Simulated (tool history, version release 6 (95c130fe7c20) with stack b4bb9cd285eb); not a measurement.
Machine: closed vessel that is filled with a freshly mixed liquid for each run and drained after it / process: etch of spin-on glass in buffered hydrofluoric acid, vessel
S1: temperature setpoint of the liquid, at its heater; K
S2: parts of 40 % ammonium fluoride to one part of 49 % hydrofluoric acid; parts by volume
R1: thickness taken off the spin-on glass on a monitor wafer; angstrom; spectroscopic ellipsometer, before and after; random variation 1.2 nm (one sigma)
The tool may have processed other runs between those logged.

{"run": 1, "hour": 0.0, "S1": 295.15, "S2": 16, "time in the liquid (s)": 95, "R1": 2543.3}
{"run": 2, "hour": 5.1, "S1": 295.15, "S2": 12.5, "time in the liquid (s)": 95, "R1": 3193.4}
{"run": 3, "hour": 6.6, "S1": 297.15, "S2": 12.5, "time in the liquid (s)": 95, "R1": 3560.2}
{"run": 4, "hour": 13.3, "S1": 295.65, "S2": 14, "time in the liquid (s)": 95, "R1": 2916.9}
{"run": 5, "hour": 15.6, "S1": 294.65, "S2": 15, "time in the liquid (s)": 95, "R1": 2636.2}
{"run": 6, "hour": 20.0, "S1": 294.65, "S2": 17, "time in the liquid (s)": 95, "R1": 2317.5}

Run 7 has not been measured yet. What should we expect?
{"run": 7, "hour": 28.8, "S1": 293.65, "S2": 17.5, "time in the liquid (s)": 95, "R1": "?"}

{"run 7": {"R1": 2134.6}}
